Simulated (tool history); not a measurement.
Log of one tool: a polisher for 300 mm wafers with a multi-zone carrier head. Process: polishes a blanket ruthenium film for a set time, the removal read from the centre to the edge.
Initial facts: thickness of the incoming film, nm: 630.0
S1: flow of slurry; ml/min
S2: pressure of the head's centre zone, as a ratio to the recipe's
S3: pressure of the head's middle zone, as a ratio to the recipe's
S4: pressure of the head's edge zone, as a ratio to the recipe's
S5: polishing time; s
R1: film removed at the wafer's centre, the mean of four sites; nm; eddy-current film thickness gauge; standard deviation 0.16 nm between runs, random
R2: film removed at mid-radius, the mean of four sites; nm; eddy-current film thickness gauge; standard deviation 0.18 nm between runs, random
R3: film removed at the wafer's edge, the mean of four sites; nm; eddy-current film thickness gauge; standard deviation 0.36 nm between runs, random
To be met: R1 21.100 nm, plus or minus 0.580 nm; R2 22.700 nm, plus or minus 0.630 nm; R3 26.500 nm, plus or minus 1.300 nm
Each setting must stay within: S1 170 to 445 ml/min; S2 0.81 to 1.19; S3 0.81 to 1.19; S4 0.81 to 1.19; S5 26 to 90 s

run 1 hour=0.0 | S1=285 S2=1.00 S3=1.00 S4=1.00 S5=58 | R1=49.433 R2=46.612 R3=45.064
run 2 hour=3.5 | S1=285 S2=1.05 S3=1.00 S4=1.00 S5=58 | R1=52.125 R2=46.159 R3=45.644
run 3 hour=7.4 | S1=270 S2=1.02 S3=0.98 S4=1.02 S5=54 | R1=46.777 R2=42.673 R3=42.951
run 4 hour=9.2 | S1=255 S2=0.99 S3=0.96 S4=1.02 S5=50 | R1=41.407 R2=38.433 R3=39.940
-- hour=12.9 centre zone pressure recalibrated
run 5 hour=12.9 | S1=255 S2=0.99 S3=1.04 S4=1.02 S5=50 | R1=38.035 R2=40.432 R3=39.495
run 6 hour=16.8 | S1=245 S2=0.97 S3=1.02 S4=1.02 S5=47 | R1=34.402 R2=37.662 R3=36.358
run 7 hour=21.9 | S1=240 S2=0.96 S3=1.00 S4=1.03 S5=44 | R1=31.864 R2=34.149 R3=35.186
run 8 hour=22.6 | S1=235 S2=0.94 S3=0.98 S4=1.02 S5=42 | R1=29.850 R2=31.753 R3=33.452
run 9 hour=29.2 | S1=230 S2=0.92 S3=0.97 S4=1.01 S5=41 | R1=28.141 R2=31.104 R3=31.520
run 10 hour=36.8 | S1=225 S2=0.91 S3=0.95 S4=1.01 S5=40 | R1=27.272 R2=29.511 R3=30.885
run 11 hour=39.7 | S1=220 S2=0.90 S3=0.93 S4=1.01 S5=39 | R1=26.038 R2=28.114 R3=30.205
run 12 hour=47.1 | S1=215 S2=0.89 S3=0.91 S4=1.01 S5=39 | R1=26.238 R2=27.588 R3=30.632

Which single option among these 4 for the next run brings every result within its allowed miss of target? Just one does.
run A hour=54.5 | S1=200 S2=0.85 S3=0.86 S4=1.05 S5=34 | R1=? R2=? R3=?
run B hour=54.5 | S1=195 S2=0.82 S3=1.17 S4=0.81 S5=40 | R1=? R2=? R3=?
run C hour=54.5 | S1=185 S2=0.93 S3=0.90 S4=1.01 S5=34 | R1=? R2=? R3=?
run D hour=54.5 | S1=235 S2=0.90 S3=0.89 S4=1.03 S5=33 | R1=? R2=? R3=?

move=A R1=21.073 R2=22.614 R3=26.246
move=B R1=23.840 R2=34.109 R3=27.172
move=C R1=22.717 R2=23.112 R3=25.471
move=D R1=22.291 R2=23.132 R3=25.705
A: all results in spec
B: its largest miss is bigger than the last run's
C: better than the last run, though not everything is in spec
D: better than the last run, though not everything is in spec
So the answer is move A, the one that meets all the targets.

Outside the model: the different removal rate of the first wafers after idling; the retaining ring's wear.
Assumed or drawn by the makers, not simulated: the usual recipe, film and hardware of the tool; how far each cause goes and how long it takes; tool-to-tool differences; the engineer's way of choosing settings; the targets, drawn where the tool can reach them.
